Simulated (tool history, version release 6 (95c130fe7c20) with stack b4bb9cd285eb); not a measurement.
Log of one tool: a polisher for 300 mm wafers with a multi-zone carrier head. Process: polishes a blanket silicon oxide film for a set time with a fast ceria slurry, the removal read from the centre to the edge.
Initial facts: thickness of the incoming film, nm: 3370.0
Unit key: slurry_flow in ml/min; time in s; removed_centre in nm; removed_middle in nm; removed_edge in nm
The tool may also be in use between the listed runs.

run	hour	slurry_flow	centre_zone	middle_zone	edge_zone	time	removed_centre	removed_middle	removed_edge
1	0.0	305	1.00	1.00	1.00	40	597.17	614.90	597.84
2	8.3	305	1.00	1.00	1.08	40	591.26	621.53	608.35
3	14.8	305	1.00	1.00	1.05	35	522.91	543.80	536.45
4	18.7	305	1.00	0.91	1.05	35	524.32	501.39	540.70
5	20.1	305	1.00	0.94	1.01	32	482.29	472.88	486.94
6	23.7	305	0.99	0.95	0.97	31	460.09	464.84	463.26
7	29.5	285	0.95	0.89	0.87	28	389.97	391.11	399.07
8	34.1	300	0.96	0.90	0.87	28	404.37	398.24	399.22

Run 9 has not been measured yet. What should we expect?
9	38.8	305	0.96	0.91	0.87	28	?	?	?

Run 9 came out at removed_centre 402.07 nm, removed_middle 404.24 nm, removed_edge 402.04 nm.
